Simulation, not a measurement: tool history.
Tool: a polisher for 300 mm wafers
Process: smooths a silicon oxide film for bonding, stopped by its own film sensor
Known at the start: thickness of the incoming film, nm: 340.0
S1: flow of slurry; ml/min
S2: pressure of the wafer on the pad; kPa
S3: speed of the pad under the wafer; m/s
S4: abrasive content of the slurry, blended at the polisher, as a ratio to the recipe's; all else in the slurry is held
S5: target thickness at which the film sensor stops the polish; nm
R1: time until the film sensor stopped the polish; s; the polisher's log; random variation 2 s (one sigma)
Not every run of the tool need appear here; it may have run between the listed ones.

| run | hour | S1 | S2 | S3 | S4 | S5 | R1 |
|---|---|---|---|---|---|---|---|
| 1 | 0.0 | 275 | 15.2 | 0.70 | 1.0 | 264 | 125.85 |
| 2 | 1.4 | 310 | 15.2 | 0.70 | 1.0 | 264 | 125.81 |
| 3 | 5.4 | 310 | 13.8 | 0.68 | 1.0 | 264 | 138.10 |
| 4 | 9.4 | 310 | 9.7 | 0.68 | 1.0 | 264 | 192.03 |
| 5 | 14.7 | 310 | 6.9 | 0.68 | 1.0 | 264 | 258.81 |
| 6 | 19.3 | 310 | 6.9 | 0.68 | 1.0 | 261 | 270.77 |
| 7 | 20.2 | 310 | 6.9 | 0.68 | 1.0 | 261 | 272.84 |
| 8 | 28.0 | 315 | 6.9 | 0.68 | 1.0 | 261 | 270.98 |
| 9 | 35.6 | 315 | 6.9 | 0.68 | 1.0 | 261 | 267.95 |
| 10 | 39.9 | 325 | 6.9 | 0.68 | 1.0 | 261 | 268.58 |

What will run 11 give?
| 11 | 44.4 | 330 | 6.9 | 0.68 | 1.0 | 261 | ? |

R1: 272.94 s

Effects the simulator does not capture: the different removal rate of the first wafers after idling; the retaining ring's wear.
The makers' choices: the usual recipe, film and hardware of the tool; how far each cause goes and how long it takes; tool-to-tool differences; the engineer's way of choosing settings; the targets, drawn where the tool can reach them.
